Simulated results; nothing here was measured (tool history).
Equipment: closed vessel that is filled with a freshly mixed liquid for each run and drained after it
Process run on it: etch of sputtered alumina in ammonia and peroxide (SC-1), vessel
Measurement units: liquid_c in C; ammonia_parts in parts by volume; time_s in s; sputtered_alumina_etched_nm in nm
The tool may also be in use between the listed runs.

Run 1, hour 0.0: liquid_c 55.0 C, ammonia_parts 0.65 parts by volume, time_s 115 s. Result: sputtered_alumina_etched_nm 6.9696 nm.
Run 2, hour 1.1: liquid_c 50.0 C, ammonia_parts 0.65 parts by volume, time_s 115 s. Result: sputtered_alumina_etched_nm 5.3598 nm.
Run 3, hour 9.9: liquid_c 57.0 C, ammonia_parts 0.65 parts by volume, time_s 115 s. Result: sputtered_alumina_etched_nm 7.7650 nm.
Run 4, hour 17.7: liquid_c 51.0 C, ammonia_parts 0.65 parts by volume, time_s 115 s. Result: sputtered_alumina_etched_nm 5.6978 nm.
Run 5, hour 26.2: liquid_c 51.0 C, ammonia_parts 0.65 parts by volume, time_s 90 s. Result: sputtered_alumina_etched_nm 4.4284 nm.
Run 6, hour 32.3: liquid_c 48.5 C, ammonia_parts 0.65 parts by volume, time_s 90 s. Result: sputtered_alumina_etched_nm 3.7763 nm.

Forecast run 7:
Run 7, hour 41.2: liquid_c 47.0 C, ammonia_parts 0.65 parts by volume, time_s 90 s. Result: sputtered_alumina_etched_nm ?.

Run 7 came out at sputtered_alumina_etched_nm 3.5245 nm.
